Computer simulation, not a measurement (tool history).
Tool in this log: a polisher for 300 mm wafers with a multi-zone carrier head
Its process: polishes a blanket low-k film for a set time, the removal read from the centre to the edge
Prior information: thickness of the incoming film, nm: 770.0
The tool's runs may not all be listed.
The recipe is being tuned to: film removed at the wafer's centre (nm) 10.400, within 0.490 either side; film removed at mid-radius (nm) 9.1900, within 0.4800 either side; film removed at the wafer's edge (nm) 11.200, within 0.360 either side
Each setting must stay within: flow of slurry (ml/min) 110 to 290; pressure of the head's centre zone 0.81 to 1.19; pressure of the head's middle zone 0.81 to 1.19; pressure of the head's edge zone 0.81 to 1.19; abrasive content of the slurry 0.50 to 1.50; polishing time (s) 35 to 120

run	day	flow of slurry (ml/min)	pressure of the head's centre zone	pressure of the head's middle zone	pressure of the head's edge zone	abrasive content of the slurry	polishing time (s)	film removed at the wafer's centre (nm)	film removed at mid-radius (nm)	film removed at the wafer's edge (nm)
1	0.000	185	1.00	1.00	1.00	1.00	77	17.122	16.4330	16.809
2	0.138	185	1.00	1.00	1.00	1.00	89	19.639	19.0910	19.402
3	0.258	170	0.97	0.94	1.00	0.85	81	16.451	15.9190	16.695
4	0.508	170	0.93	0.94	1.00	0.85	81	15.929	15.4710	16.396
5	0.825	170	0.90	0.94	1.00	0.85	81	15.632	15.4750	16.578
6	1.058	170	0.90	0.94	1.00	0.85	96	18.600	18.2080	19.625
7	1.279	165	0.92	0.89	1.04	0.75	81	15.410	14.3210	16.212
8	1.588	160	0.91	0.86	1.05	0.65	73	12.874	11.5140	14.106
9	1.912	155	0.90	0.85	1.01	0.60	70	12.042	10.7310	12.823
10	2.162	150	0.88	0.84	0.99	0.55	69	11.136	10.2560	12.082

Which of these 5 next moves meets every target?
A	2.412	115	1.02	0.81	1.18	0.50	61	?	?	?
B	2.412	110	0.81	0.97	1.00	0.65	72	?	?	?
C	2.412	170	1.04	0.92	0.86	0.60	61	?	?	?
D	2.412	135	0.93	0.81	1.03	0.75	57	?	?	?
E	2.412	200	1.01	0.81	1.00	0.65	58	?	?	?

move	film removed at the wafer's centre (nm)	film removed at mid-radius (nm)	film removed at the wafer's edge (nm)
A	10.092	8.5021	11.315
B	10.831	12.4400	13.265
C	11.455	10.4020	10.623
D	10.230	9.2260	11.388
E	11.141	9.3841	11.281
A: brings the result that was furthest off to its target, and leaves another outside
B: further off than the last run
C: pushes the last run's worst result past its target
D: meets every target
E: brings the result that was furthest off to its target, and leaves another outside
So the answer is move D, the one that meets all the targets.
